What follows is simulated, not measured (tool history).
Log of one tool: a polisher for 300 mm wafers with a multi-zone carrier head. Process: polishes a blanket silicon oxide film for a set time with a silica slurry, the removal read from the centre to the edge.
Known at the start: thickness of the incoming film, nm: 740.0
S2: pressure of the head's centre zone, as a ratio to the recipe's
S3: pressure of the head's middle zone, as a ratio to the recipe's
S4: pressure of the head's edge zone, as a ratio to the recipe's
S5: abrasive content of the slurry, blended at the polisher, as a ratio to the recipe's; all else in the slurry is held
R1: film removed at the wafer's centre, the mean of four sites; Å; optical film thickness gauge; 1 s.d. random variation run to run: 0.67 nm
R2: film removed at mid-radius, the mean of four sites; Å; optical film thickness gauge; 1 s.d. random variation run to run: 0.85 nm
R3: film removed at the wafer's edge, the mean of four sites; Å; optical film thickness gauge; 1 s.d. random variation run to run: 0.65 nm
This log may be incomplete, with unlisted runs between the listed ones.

run 1 hour=0.0 | flow_of_slurry_(ml/min)=150 S2=1.00 S3=1.00 S4=1.00 S5=1.00 polishing_time_(s)=37 | R1=1117.90 R2=1121.40 R3=1131.40
run 2 hour=4.5 | flow_of_slurry_(ml/min)=150 S2=1.08 S3=1.00 S4=1.00 S5=1.00 polishing_time_(s)=37 | R1=1195.90 R2=1134.90 R3=1143.60
run 3 hour=6.8 | flow_of_slurry_(ml/min)=180 S2=1.08 S3=1.00 S4=1.00 S5=1.00 polishing_time_(s)=37 | R1=1227.10 R2=1158.40 R3=1157.40
run 4 hour=7.7 | flow_of_slurry_(ml/min)=180 S2=1.08 S3=1.00 S4=1.00 S5=1.00 polishing_time_(s)=42 | R1=1396.60 R2=1316.30 R3=1306.80
run 5 hour=11.0 | flow_of_slurry_(ml/min)=180 S2=1.08 S3=1.00 S4=1.00 S5=1.00 polishing_time_(s)=36 | R1=1187.80 R2=1108.00 R3=1146.70
run 6 hour=15.7 | flow_of_slurry_(ml/min)=170 S2=1.08 S3=1.00 S4=0.97 S5=0.95 polishing_time_(s)=36 | R1=1144.50 R2=1088.20 R3=1077.50
run 7 hour=23.4 | flow_of_slurry_(ml/min)=165 S2=1.08 S3=0.99 S4=0.95 S5=0.90 polishing_time_(s)=36 | R1=1102.00 R2=1021.50 R3=1012.60
run 8 hour=30.7 | flow_of_slurry_(ml/min)=160 S2=1.07 S3=0.99 S4=0.93 S5=0.85 polishing_time_(s)=36 | R1=1039.60 R2=967.45 R3=954.77
run 9 hour=31.9 | flow_of_slurry_(ml/min)=160 S2=1.07 S3=0.99 S4=0.93 S5=0.85 polishing_time_(s)=36 | R1=1027.10 R2=968.86 R3=964.58
run 10 hour=33.9 | flow_of_slurry_(ml/min)=155 S2=1.08 S3=1.00 S4=0.91 S5=0.80 polishing_time_(s)=36 | R1=969.28 R2=914.87 R3=896.75
run 11 hour=40.5 | flow_of_slurry_(ml/min)=150 S2=1.09 S3=1.01 S4=0.90 S5=0.80 polishing_time_(s)=36 | R1=983.65 R2=941.13 R3=881.14
run 12 hour=43.4 | flow_of_slurry_(ml/min)=145 S2=1.09 S3=1.01 S4=0.89 S5=0.80 polishing_time_(s)=36 | R1=979.80 R2=925.74 R3=878.96
run 13 hour=46.6 | flow_of_slurry_(ml/min)=140 S2=1.09 S3=1.01 S4=0.88 S5=0.80 polishing_time_(s)=36 | R1=970.95 R2=913.49 R3=871.21
run 14 hour=47.5 | flow_of_slurry_(ml/min)=135 S2=1.09 S3=1.01 S4=0.87 S5=0.80 polishing_time_(s)=36 | R1=974.90 R2=909.29 R3=851.05
run 15 hour=54.7 | flow_of_slurry_(ml/min)=130 S2=1.08 S3=1.01 S4=0.86 S5=0.80 polishing_time_(s)=36 | R1=951.89 R2=904.55 R3=859.57
run 16 hour=56.6 | flow_of_slurry_(ml/min)=130 S2=1.08 S3=1.01 S4=0.85 S5=0.80 polishing_time_(s)=36 | R1=952.99 R2=918.87 R3=853.54
run 17 hour=59.8 | flow_of_slurry_(ml/min)=110 S2=1.11 S3=1.02 S4=0.81 S5=0.60 polishing_time_(s)=36 | R1=679.17 R2=649.53 R3=585.20
run 18 hour=62.2 | flow_of_slurry_(ml/min)=125 S2=1.11 S3=1.02 S4=0.81 S5=0.60 polishing_time_(s)=36 | R1=697.73 R2=674.96 R3=599.95

What does the tool deliver on the next run?
run 19 hour=64.8 | flow_of_slurry_(ml/min)=135 S2=1.12 S3=1.02 S4=0.83 S5=0.60 polishing_time_(s)=36 | R1=? R2=? R3=?

Run 19 gave R1 715.15 Å, R2 673.64 Å, R3 618.47 Å.

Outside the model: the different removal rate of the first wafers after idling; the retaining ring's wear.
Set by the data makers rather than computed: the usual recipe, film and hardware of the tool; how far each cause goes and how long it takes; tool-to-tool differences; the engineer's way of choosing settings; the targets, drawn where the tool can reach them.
